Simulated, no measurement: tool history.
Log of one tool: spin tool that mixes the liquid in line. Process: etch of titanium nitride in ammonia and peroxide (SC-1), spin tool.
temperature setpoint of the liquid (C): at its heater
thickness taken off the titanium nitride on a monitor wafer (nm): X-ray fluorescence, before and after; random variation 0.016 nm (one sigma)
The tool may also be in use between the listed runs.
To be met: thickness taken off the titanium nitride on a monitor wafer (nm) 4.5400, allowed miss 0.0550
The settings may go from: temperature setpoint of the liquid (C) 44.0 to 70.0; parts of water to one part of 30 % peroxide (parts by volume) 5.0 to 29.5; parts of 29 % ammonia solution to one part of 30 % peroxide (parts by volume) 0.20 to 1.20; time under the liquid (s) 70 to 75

run    day  temperature setpoint of the liquid (C)  parts of water to one part of 30 % peroxide (parts by volume)  parts of 29 % ammonia solution to one part of 30 % peroxide (parts by volume)  time under the liquid (s)  thickness taken off the titanium nitride on a monitor wafer (nm)
  1  0.000                                    60.0                                                           16.5                                                                           0.75                         70                                                           12.6860
  2  0.050                                    60.0                                                           21.5                                                                           0.75                         70                                                           10.9020
  3  0.275                                    60.0                                                           21.5                                                                           0.65                         70                                                           10.6360
  4  0.454                                    62.5                                                           21.5                                                                           0.65                         70                                                           12.4850
  5  0.600                                    62.5                                                           16.0                                                                           0.65                         70                                                           14.7300
  6  0.854                                    62.5                                                           16.0                                                                           0.75                         70                                                           15.1550
  7  1.008                                    60.0                                                           16.0                                                                           0.75                         70                                                           12.9270
  8  1.212                                    52.0                                                           16.5                                                                           0.75                         70                                                            7.3913
  9  1.529                                    51.0                                                           16.5                                                                           0.75                         70                                                            6.8321
 10  1.621                                    51.0                                                           16.5                                                                           0.75                         70                                                            6.8386
 11  1.804                                    50.0                                                           16.5                                                                           0.75                         70                                                            6.4355
 12  2.000                                    49.5                                                           16.5                                                                           0.75                         70                                                            6.2084
 13  2.142                                    49.0                                                           16.5                                                                           0.75                         70                                                            5.9755
 14  2.283                                    48.5                                                           16.5                                                                           0.75                         70                                                            5.7853
 15  2.600                                    48.0                                                           16.5                                                                           0.75                         70                                                            5.5975
 16  2.800                                    44.0                                                           16.5                                                                           0.75                         70                                                            4.2309
 17  3.138                                    44.5                                                           16.5                                                                           0.75                         70                                                            4.3701

Which of these 5 next moves meets every target?
  A  3.475                                    44.0                                                           17.0                                                                           0.70                         70                                                                 ?
  B  3.475                                    45.5                                                           16.5                                                                           0.35                         75                                                                 ?
  C  3.475                                    45.5                                                           18.0                                                                           0.70                         70                                                                 ?
  D  3.475                                    44.5                                                           16.5                                                                           0.65                         70                                                                 ?
  E  3.475                                    45.0                                                           18.0                                                                           0.70                         75                                                                 ?

move  thickness taken off the titanium nitride on a monitor wafer (nm)
   A                                                            4.0978
   B                                                            4.3786
   C                                                            4.4247
   D                                                            4.2616
   E                                                            4.5736
A: further off than the last run
B: nearer than the last run, and not there yet
C: nearer than the last run, and not there yet
D: further off than the last run
E: meets every target
Move E is the one to make.

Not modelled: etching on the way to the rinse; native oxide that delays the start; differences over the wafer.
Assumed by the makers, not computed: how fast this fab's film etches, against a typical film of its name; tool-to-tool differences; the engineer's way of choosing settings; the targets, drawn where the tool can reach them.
